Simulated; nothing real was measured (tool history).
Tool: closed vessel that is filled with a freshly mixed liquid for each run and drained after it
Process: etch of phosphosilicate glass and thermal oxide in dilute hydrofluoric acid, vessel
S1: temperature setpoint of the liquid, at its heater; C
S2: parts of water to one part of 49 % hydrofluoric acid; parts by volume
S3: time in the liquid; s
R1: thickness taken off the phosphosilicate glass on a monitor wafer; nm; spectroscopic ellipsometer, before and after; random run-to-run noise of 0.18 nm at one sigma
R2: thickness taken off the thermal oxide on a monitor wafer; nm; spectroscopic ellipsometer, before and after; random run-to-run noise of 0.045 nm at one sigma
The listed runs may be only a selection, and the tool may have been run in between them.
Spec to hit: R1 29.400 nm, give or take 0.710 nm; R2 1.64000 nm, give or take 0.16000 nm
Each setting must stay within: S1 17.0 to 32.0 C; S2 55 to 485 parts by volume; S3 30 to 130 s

run	hour	S1	S2	S3	R1	R2
1	0.0	24.0	270	65	15.079	0.83624
2	2.8	26.0	245	65	18.339	1.01820
3	3.9	27.5	230	65	20.915	1.20980
4	11.5	25.5	230	65	19.488	1.06370
5	18.1	25.5	230	90	27.151	1.51580
6	23.6	25.5	230	80	23.899	1.32470
7	32.0	27.0	225	80	25.857	1.41140
8	40.0	28.0	225	80	26.744	1.53010
9	48.0	28.5	220	80	28.349	1.61530

Which single option among these 5 for the next run brings every result within its allowed miss of target? Just one does.
A	56.0	30.5	225	75	?	?
B	56.0	26.5	200	80	?	?
C	56.0	32.0	255	80	?	?
D	56.0	30.5	250	85	?	?
E	56.0	27.0	215	80	?	?

move	R1	R2
A	27.846	1.48580
B	29.848	1.59260
C	26.610	1.41980
D	27.594	1.47230
E	27.809	1.48380
A: moves away from the targets compared with the last run
B: all results in spec
C: moves away from the targets compared with the last run
D: moves away from the targets compared with the last run
E: moves away from the targets compared with the last run
So the answer is move B, the one that meets all the targets.
